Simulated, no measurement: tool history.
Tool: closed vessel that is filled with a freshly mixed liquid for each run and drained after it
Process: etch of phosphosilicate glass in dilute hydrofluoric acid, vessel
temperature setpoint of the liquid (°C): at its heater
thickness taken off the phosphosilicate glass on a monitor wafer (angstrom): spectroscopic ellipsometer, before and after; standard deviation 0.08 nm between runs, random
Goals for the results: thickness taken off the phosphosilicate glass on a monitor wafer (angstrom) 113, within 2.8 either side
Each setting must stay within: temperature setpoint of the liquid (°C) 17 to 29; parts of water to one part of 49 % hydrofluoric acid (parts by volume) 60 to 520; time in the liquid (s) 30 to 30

| run | hour | temperature setpoint of the liquid (°C) | parts of water to one part of 49 % hydrofluoric acid (parts by volume) | time in the liquid (s) | thickness taken off the phosphosilicate glass on a monitor wafer (angstrom) |
|---|---|---|---|---|---|
| 1 | 0 | 21 | 290 | 30 | 83.661 |
| 2 | 6.9 | 22 | 290 | 30 | 86.729 |
| 3 | 13.6 | 22.5 | 290 | 30 | 89.068 |
| 4 | 21.1 | 20.5 | 290 | 30 | 82.727 |
| 5 | 27.4 | 20.5 | 290 | 30 | 82.698 |
| 6 | 29 | 20.5 | 190 | 30 | 138.56 |
| 7 | 34.9 | 20 | 190 | 30 | 135.49 |
| 8 | 37.6 | 19.5 | 190 | 30 | 133.03 |
| 9 | 45.4 | 18 | 200 | 30 | 116.91 |
| 10 | 46.8 | 17.5 | 200 | 30 | 116.12 |

Which one of the following 4 next-run settings gets every result inside its allowed miss? There is exactly one.
| A | 48.2 | 17 | 190 | 30 | ? |
| B | 48.2 | 17.5 | 205 | 30 | ? |
| C | 48.2 | 22 | 225 | 30 | ? |
| D | 48.2 | 17.5 | 190 | 30 | ? |

| move | thickness taken off the phosphosilicate glass on a monitor wafer (angstrom) |
|---|---|
| A | 120.39 |
| B | 112.26 |
| C | 119.25 |
| D | 122.82 |
A: moves away from the targets compared with the last run
B: meets every target
C: moves away from the targets compared with the last run
D: moves away from the targets compared with the last run
Correct choice: B, which meets every target
